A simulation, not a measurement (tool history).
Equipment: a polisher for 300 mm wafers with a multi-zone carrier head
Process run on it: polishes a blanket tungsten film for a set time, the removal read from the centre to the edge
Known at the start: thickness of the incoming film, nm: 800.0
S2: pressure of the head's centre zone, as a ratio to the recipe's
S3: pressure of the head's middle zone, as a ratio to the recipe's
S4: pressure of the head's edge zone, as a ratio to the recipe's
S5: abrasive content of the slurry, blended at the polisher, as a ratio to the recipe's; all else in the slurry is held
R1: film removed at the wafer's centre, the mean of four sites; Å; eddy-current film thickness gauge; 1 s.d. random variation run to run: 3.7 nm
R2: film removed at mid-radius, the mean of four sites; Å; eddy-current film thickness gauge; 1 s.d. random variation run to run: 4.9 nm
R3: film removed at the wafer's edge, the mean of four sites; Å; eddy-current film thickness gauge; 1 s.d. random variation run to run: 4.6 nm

Run 1, hour 0: flow of slurry (ml/min) 145, S2 1, S3 1, S4 1, S5 1, polishing time (s) 48. Result: R1 2455.9 Å, R2 2632.8 Å, R3 2621.2 Å.
Run 2, hour 1.2: flow of slurry (ml/min) 145, S2 0.96, S3 1, S4 1, S5 1, polishing time (s) 48. Result: R1 2371.7 Å, R2 2637.1 Å, R3 2562.7 Å.
Run 3, hour 5.9: flow of slurry (ml/min) 155, S2 1.01, S3 1.03, S4 1.03, S5 1.1, polishing time (s) 48. Result: R1 2529 Å, R2 2822.3 Å, R3 2624.7 Å.
Run 4, hour 8.5: flow of slurry (ml/min) 170, S2 1.01, S3 1.03, S4 1.03, S5 1.1, polishing time (s) 48. Result: R1 2639.9 Å, R2 2802 Å, R3 2723.2 Å.
Run 5, hour 17.4: flow of slurry (ml/min) 170, S2 0.95, S3 1.03, S4 1.03, S5 1.1, polishing time (s) 48. Result: R1 2434.9 Å, R2 2859.5 Å, R3 2745.7 Å.
Run 6, hour 25.2: flow of slurry (ml/min) 180, S2 0.98, S3 1.02, S4 1.04, S5 1.2, polishing time (s) 49. Result: R1 2680.1 Å, R2 2951.7 Å, R3 2903 Å.
Run 7, hour 33.7: flow of slurry (ml/min) 185, S2 1, S3 1.02, S4 1.05, S5 1.3, polishing time (s) 50. Result: R1 2866.2 Å, R2 3047.3 Å, R3 3011.6 Å.
Run 8, hour 40.2: flow of slurry (ml/min) 190, S2 1.01, S3 1.02, S4 1.06, S5 1.35, polishing time (s) 51. Result: R1 2988.2 Å, R2 3175.3 Å, R3 3061.3 Å.
Run 9, hour 45.7: flow of slurry (ml/min) 195, S2 1.01, S3 1.01, S4 1.07, S5 1.4, polishing time (s) 52. Result: R1 3057.8 Å, R2 3248.3 Å, R3 3213.1 Å.

Expected results for the next run?
Run 10, hour 48.7: flow of slurry (ml/min) 200, S2 1.02, S3 1.01, S4 1.07, S5 1.4, polishing time (s) 52. Result: R1 ?, R2 ?, R3 ?.

Run 10 came out at R1 3102.8 Å, R2 3170 Å, R3 3161.9 Å.
